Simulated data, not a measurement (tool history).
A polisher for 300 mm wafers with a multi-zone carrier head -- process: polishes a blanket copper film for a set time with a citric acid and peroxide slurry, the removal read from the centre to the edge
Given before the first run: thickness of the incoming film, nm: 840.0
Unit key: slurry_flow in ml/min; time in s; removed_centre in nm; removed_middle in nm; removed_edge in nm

run	hour	slurry_flow	centre_zone	middle_zone	edge_zone	slurry_solids	time	removed_centre	removed_middle	removed_edge
1	0.0	305	1.00	1.00	1.00	1.00	82	244.29	233.94	230.67
2	3.5	320	1.00	1.03	1.01	1.00	82	242.83	239.63	237.41
3	4.2	320	1.00	1.03	1.01	1.00	72	217.25	213.52	207.32
4	6.3	320	1.00	1.03	1.01	1.20	72	224.88	223.66	219.17
5	10.6	320	1.00	1.03	1.01	1.35	72	234.42	229.13	222.54
6	16.2	320	1.00	1.03	1.09	1.35	72	232.83	231.12	231.37
7	22.1	335	1.02	1.06	1.09	1.35	72	239.94	236.88	236.62
# hour 23.5: centre zone pressure recalibrated
8	23.5	335	1.02	1.06	1.09	1.35	72	229.89	237.17	232.52

For run 9, what comes out?
9	27.8	335	1.05	1.08	1.08	1.40	72	?	?	?

{"run 9": {"removed_centre": 235.91, "removed_middle": 245.8, "removed_edge": 235.9}}
